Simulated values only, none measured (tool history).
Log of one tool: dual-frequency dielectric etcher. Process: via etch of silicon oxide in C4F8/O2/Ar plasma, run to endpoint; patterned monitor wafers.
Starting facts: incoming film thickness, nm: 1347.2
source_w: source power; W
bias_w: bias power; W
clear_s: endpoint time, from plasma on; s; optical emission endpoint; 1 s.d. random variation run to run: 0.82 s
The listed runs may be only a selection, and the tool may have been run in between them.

run,hour,source_w,bias_w,clear_s
1,0.0,1780,2800,257.73
2,4.8,1630,2800,270.57
3,10.9,1690,2815,266.75
4,16.2,1740,2830,260.54
5,16.8,1780,2841,258.74
6,21.1,1830,2855,253.94

What will run 7 give?
7,23.5,1870,2865,?

clear_s: 251.09 s

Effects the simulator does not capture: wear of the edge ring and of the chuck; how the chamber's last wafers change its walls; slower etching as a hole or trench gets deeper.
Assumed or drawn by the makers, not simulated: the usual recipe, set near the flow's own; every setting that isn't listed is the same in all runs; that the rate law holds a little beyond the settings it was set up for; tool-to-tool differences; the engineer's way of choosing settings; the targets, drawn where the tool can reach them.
